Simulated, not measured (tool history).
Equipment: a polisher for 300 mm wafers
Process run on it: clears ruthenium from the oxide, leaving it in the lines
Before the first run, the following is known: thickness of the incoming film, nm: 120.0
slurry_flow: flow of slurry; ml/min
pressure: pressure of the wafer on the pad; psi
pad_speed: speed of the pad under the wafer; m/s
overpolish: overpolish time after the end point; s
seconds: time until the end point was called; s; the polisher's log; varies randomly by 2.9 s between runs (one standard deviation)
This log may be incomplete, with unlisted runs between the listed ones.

| run | hour | slurry_flow | pressure | pad_speed | overpolish | seconds |
|---|---|---|---|---|---|---|
| 1 | 0.0 | 215 | 1.7 | 1.30 | 7 | 81.877 |
| 2 | 3.1 | 215 | 1.6 | 1.28 | 7 | 89.798 |
| 3 | 4.2 | 215 | 1.5 | 1.26 | 7 | 95.526 |
| 4 | 9.7 | 215 | 1.4 | 1.24 | 7 | 102.520 |
| 5 | 14.6 | 215 | 1.3 | 1.22 | 7 | 116.340 |
| 6 | 17.0 | 215 | 1.3 | 1.52 | 7 | 88.162 |

Estimate the outcome of run 7 from the log above:
| 7 | 17.6 | 215 | 1.2 | 1.48 | 7 | ? |

seconds: 101.600 s

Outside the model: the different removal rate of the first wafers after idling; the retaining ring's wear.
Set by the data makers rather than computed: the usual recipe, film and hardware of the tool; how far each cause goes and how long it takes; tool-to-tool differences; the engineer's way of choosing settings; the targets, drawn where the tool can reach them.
